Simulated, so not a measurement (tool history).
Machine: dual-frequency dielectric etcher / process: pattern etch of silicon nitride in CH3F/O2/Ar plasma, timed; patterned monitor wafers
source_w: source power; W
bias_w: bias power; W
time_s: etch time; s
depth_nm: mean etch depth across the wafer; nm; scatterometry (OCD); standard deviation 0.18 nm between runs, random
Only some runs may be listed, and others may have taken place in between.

run  hour  source_w  bias_w  time_s  depth_nm
  1     0       540      68    48.5    33.555
  2   6.8       540      68    48.5    33.108
  3   8.3       540      56    48.5    31.249
  4  14.7       530      56    48.5    31.186
  5  19.3       520      56    48.5    30.585
  6  26.5       510      56    48.5    30.501
  7  35.4       500      56    48.5    30.244
  8    44       490      56    48.5    29.918

What will run 9 give?
  9  46.1       420      54    48.5         ?

{"run 9": {"depth_nm": 26.876}}

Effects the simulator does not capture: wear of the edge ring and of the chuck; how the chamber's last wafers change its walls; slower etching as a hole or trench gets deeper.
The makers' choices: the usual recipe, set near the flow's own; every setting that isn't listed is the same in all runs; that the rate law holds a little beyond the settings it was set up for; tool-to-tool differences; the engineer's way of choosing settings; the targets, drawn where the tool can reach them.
